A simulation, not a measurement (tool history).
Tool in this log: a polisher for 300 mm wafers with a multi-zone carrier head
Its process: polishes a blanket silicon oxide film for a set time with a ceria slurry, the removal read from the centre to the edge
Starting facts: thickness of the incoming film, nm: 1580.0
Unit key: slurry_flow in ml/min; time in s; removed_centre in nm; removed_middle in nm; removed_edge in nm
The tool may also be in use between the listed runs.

run,hour,slurry_flow,centre_zone,middle_zone,edge_zone,time,removed_centre,removed_middle,removed_edge
1,0,175,1,1,1,75,459.48,446.03,453.89
2,4.7,170,0.99,1,0.96,70,417.09,410,413.57
3,11.8,170,0.99,1,1.01,70,413.41,416.55,429.07
4,20.1,170,0.99,1,1.01,81,482.68,485.43,490.02
# hour 26.6: worn pad replaced by a new one
5,26.6,165,0.98,1.01,0.96,75,471,489.94,485.54
6,30.6,195,0.99,1.05,1.01,70,472.62,478.09,479.65
7,32.8,170,0.99,1.03,0.96,67,441.71,449.26,438.6
8,38.8,155,0.99,1.01,0.92,63,397.77,406.56,396.14
9,45.6,140,0.99,1,0.89,60,373.54,372.09,364.42

Run 10 has not been measured yet. What should we expect?
10,53.8,135,0.99,1,0.87,58,?,?,?

removed_centre: 355.72 nm
removed_middle: 360.63 nm
removed_edge: 352.56 nm
